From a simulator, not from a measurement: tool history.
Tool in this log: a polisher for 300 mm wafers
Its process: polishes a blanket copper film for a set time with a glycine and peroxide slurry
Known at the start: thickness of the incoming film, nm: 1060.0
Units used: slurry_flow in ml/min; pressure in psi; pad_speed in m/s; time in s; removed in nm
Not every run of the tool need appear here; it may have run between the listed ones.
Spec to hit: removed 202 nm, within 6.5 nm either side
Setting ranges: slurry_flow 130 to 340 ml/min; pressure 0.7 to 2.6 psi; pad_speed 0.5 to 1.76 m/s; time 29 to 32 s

| run | hour | slurry_flow | pressure | pad_speed | time | removed |
|---|---|---|---|---|---|---|
| 1 | 0 | 220 | 1.6 | 1.12 | 32 | 140.72 |
| 2 | 6 | 250 | 1.6 | 1.12 | 32 | 141.52 |
| 3 | 14.5 | 250 | 1.6 | 1.12 | 32 | 143.19 |
| 4 | 20 | 250 | 1.7 | 1.12 | 32 | 147.1 |
| 5 | 23.5 | 250 | 1.8 | 1.12 | 32 | 153.46 |
| 6 | 27.7 | 250 | 1.9 | 1.12 | 32 | 156.59 |
| 7 | 31.9 | 250 | 2 | 1.14 | 32 | 165.41 |
| 8 | 32.6 | 250 | 2.1 | 1.14 | 32 | 171.21 |
| 9 | 35.3 | 250 | 2.2 | 1.14 | 32 | 172.25 |
| 10 | 43.4 | 250 | 2.2 | 1.14 | 32 | 172.35 |
| 11 | 52.1 | 250 | 2.3 | 1.16 | 32 | 177.29 |

Below are 4 possible settings for the next run. Only one of them brings all results inside the allowed miss of their targets. Which is it?
| A | 60.8 | 265 | 2.4 | 0.92 | 29 | ? |
| B | 60.8 | 230 | 2 | 1.1 | 32 | ? |
| C | 60.8 | 280 | 2.4 | 1.26 | 32 | ? |
| D | 60.8 | 250 | 2.5 | 1.26 | 29 | ? |

| move | removed |
|---|---|
| A | 142.07 |
| B | 157.66 |
| C | 199.41 |
| D | 183.27 |
A: the biggest miss grows against the last run
B: the biggest miss grows against the last run
C: each result inside its tolerance
D: gains on the last run, yet a result remains outside its allowed miss
Go with C: it meets all targets.

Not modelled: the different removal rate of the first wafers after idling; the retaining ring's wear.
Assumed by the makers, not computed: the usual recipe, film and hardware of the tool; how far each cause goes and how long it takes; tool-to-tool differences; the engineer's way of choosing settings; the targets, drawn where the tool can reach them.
